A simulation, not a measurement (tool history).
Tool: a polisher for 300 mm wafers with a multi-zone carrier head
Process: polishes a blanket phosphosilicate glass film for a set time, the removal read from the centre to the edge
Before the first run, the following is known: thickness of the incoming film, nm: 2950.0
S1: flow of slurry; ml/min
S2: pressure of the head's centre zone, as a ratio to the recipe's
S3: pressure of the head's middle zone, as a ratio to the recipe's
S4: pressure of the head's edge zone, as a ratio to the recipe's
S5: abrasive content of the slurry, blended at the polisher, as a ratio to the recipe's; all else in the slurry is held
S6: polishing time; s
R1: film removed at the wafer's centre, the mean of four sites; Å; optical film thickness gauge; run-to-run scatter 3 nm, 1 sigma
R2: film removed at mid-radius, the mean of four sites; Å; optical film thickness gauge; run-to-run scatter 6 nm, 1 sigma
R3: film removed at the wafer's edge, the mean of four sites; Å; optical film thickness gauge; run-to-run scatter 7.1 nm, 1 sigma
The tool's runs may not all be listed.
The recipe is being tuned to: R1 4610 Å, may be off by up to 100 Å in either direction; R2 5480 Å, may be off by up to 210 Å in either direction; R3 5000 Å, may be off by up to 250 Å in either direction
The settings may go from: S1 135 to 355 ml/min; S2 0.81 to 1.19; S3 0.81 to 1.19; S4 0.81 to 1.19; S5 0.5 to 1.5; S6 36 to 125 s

| run | day | S1 | S2 | S3 | S4 | S5 | S6 | R1 | R2 | R3 |
|---|---|---|---|---|---|---|---|---|---|---|
| 1 | 0 | 225 | 1 | 1 | 1 | 1 | 80 | 5124.1 | 5137.7 | 5342.9 |
| 2 | 0.167 | 225 | 1 | 1 | 1.07 | 1 | 80 | 5123.3 | 5228.8 | 5520.3 |
| 3 | 0.442 | 225 | 0.91 | 1 | 1.07 | 1 | 80 | 4712.5 | 5141.3 | 5488.8 |
| 4 | 0.633 | 185 | 0.91 | 1 | 1.07 | 1 | 80 | 4542.2 | 5132.3 | 5254.9 |
| 5 | 0.696 | 180 | 0.92 | 1.02 | 1.05 | 1 | 80 | 4618 | 5035.1 | 5318.9 |
| 6 | 1.004 | 180 | 0.92 | 1.02 | 1.05 | 1 | 68 | 3960.1 | 4431.8 | 4568.3 |
| 7 | 1.079 | 195 | 0.93 | 1.07 | 1.03 | 1.05 | 68 | 4159.5 | 4859.2 | 4635.8 |
| 8 | 1.329 | 260 | 0.96 | 1.12 | 1.09 | 1.1 | 68 | 4486.9 | 5148.2 | 4986.2 |

Next run, 5 choices. One meets every target within its allowed miss, the rest don't. Which?
| A | 1.579 | 235 | 0.97 | 1.15 | 1.07 | 0.95 | 76 | ? | ? | ? |
| B | 1.579 | 345 | 0.99 | 1.11 | 1.15 | 1.1 | 62 | ? | ? | ? |
| C | 1.579 | 250 | 1 | 1.12 | 1.01 | 1.1 | 70 | ? | ? | ? |
| D | 1.579 | 275 | 1.13 | 1.19 | 0.97 | 1.25 | 57 | ? | ? | ? |
| E | 1.579 | 290 | 0.96 | 1.02 | 1.16 | 1.4 | 59 | ? | ? | ? |

| move | R1 | R2 | R3 |
|---|---|---|---|
| A | 4614.7 | 5469 | 4981.3 |
| B | 4396.9 | 4934.2 | 4760 |
| C | 4862.4 | 5459.8 | 4947.8 |
| D | 4858.6 | 5072 | 4272.5 |
| E | 4524.8 | 4884.5 | 5108.6 |
A: all results land within tolerance of their targets
B: moves away from the targets compared with the last run
C: brings the last run's worst result on target, with another outside its allowed miss
D: moves away from the targets compared with the last run
E: moves away from the targets compared with the last run
Correct choice: A, which meets every target
